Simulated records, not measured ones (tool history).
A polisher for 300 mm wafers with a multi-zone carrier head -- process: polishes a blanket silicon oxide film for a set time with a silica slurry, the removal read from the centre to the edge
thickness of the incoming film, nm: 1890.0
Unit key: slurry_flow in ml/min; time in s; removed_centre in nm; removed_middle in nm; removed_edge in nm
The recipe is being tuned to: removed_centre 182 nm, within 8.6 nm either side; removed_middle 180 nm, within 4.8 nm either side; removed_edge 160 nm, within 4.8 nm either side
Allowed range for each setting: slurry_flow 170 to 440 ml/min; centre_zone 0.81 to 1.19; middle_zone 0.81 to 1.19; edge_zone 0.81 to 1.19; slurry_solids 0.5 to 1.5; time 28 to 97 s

| run | hour | slurry_flow | centre_zone | middle_zone | edge_zone | slurry_solids | time | removed_centre | removed_middle | removed_edge |
|---|---|---|---|---|---|---|---|---|---|---|
| 1 | 0 | 280 | 1 | 1 | 1 | 1 | 62 | 236.9 | 238.12 | 249.35 |
| 2 | 3.6 | 280 | 1 | 0.97 | 1 | 1 | 62 | 232.32 | 235.67 | 245.2 |
| 3 | 8.5 | 290 | 1.01 | 0.98 | 0.98 | 0.95 | 61 | 229.04 | 223.46 | 231.97 |
| 4 | 13.1 | 295 | 1.01 | 1 | 0.96 | 0.9 | 61 | 227.54 | 224.65 | 228.71 |
| 5 | 16.7 | 295 | 1.01 | 0.95 | 0.96 | 0.9 | 61 | 222.86 | 212.7 | 223.78 |
|  | 24.9 | slurry nozzle cleaned |
| 6 | 24.9 | 295 | 1.01 | 0.95 | 0.96 | 0.9 | 52 | 196.49 | 185.35 | 198.08 |
| 7 | 31.8 | 295 | 1.01 | 0.97 | 0.94 | 0.85 | 52 | 188.7 | 183.92 | 186.32 |
| 8 | 36.7 | 290 | 1.01 | 0.97 | 0.93 | 0.85 | 52 | 190.11 | 182.5 | 186.95 |

Next run, 5 choices. One meets every target within its allowed miss, the rest don't. Which?
| A | 41.6 | 240 | 1.02 | 0.92 | 1.01 | 0.85 | 56 | ? | ? | ? |
| B | 41.6 | 350 | 1.1 | 1.07 | 0.81 | 0.8 | 48 | ? | ? | ? |
| C | 41.6 | 390 | 0.9 | 0.84 | 1.01 | 0.85 | 57 | ? | ? | ? |
| D | 41.6 | 325 | 1 | 1.08 | 0.81 | 0.8 | 52 | ? | ? | ? |
| E | 41.6 | 355 | 1.04 | 1.06 | 0.84 | 0.9 | 47 | ? | ? | ? |

| move | removed_centre | removed_middle | removed_edge |
|---|---|---|---|
| A | 202.1 | 185.6 | 201.84 |
| B | 183.12 | 179.33 | 158.14 |
| C | 196.26 | 183 | 212.53 |
| D | 183.17 | 194.72 | 170.5 |
| E | 186.18 | 188.9 | 169.76 |
A: moves away from the targets compared with the last run
B: hits every target within its allowed miss
C: moves away from the targets compared with the last run
D: moves toward the targets from the last run without getting all of them in spec
E: moves toward the targets from the last run without getting all of them in spec
B is the move that brings every result within its allowed miss.

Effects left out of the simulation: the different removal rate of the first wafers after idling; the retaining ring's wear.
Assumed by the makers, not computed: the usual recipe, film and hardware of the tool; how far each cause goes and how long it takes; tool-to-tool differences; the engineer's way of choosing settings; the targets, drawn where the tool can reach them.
